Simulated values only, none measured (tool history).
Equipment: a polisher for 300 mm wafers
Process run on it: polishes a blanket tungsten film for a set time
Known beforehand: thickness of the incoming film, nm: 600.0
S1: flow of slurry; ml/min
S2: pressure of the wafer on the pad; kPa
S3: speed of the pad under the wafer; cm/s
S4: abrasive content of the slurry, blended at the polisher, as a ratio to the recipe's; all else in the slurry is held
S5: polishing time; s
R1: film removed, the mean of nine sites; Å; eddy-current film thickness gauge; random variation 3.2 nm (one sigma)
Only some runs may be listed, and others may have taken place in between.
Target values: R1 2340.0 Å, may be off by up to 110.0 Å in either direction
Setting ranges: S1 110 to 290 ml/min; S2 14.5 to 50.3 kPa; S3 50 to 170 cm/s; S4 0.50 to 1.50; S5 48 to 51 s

run	hour	S1	S2	S3	S4	S5	R1
1	0.0	185	32.4	110	1.00	48	2579.0
2	1.7	185	31.7	110	1.00	48	2558.5
3	6.9	185	31.7	136	1.00	48	2993.6
4	14.5	185	29.6	136	1.00	48	2916.0
5	20.7	185	29.6	160	1.00	48	3396.3
6	21.7	185	26.2	158	1.00	48	3171.6
7	25.2	185	22.8	156	1.00	48	2754.3
8	26.9	185	21.4	156	1.00	48	2598.4
9	35.9	185	21.4	156	1.00	48	2734.3
10	39.9	185	21.4	156	1.00	48	2671.3
11	45.6	185	20.0	156	1.00	48	2494.3
12	52.3	185	19.3	156	1.00	48	2503.2

Which of these 5 next moves meets every target?
A	59.0	160	17.9	170	1.00	51	?
B	59.0	150	16.5	160	1.00	50	?
C	59.0	180	20.0	168	0.95	49	?
D	59.0	200	23.4	162	0.60	48	?
E	59.0	120	21.4	164	0.95	48	?

move	R1
A	2685.3
B	2343.6
C	2735.8
D	2613.6
E	2643.1
A: the biggest miss grows against the last run
B: all results in spec
C: the biggest miss grows against the last run
D: the biggest miss grows against the last run
E: the biggest miss grows against the last run
B meets every target.

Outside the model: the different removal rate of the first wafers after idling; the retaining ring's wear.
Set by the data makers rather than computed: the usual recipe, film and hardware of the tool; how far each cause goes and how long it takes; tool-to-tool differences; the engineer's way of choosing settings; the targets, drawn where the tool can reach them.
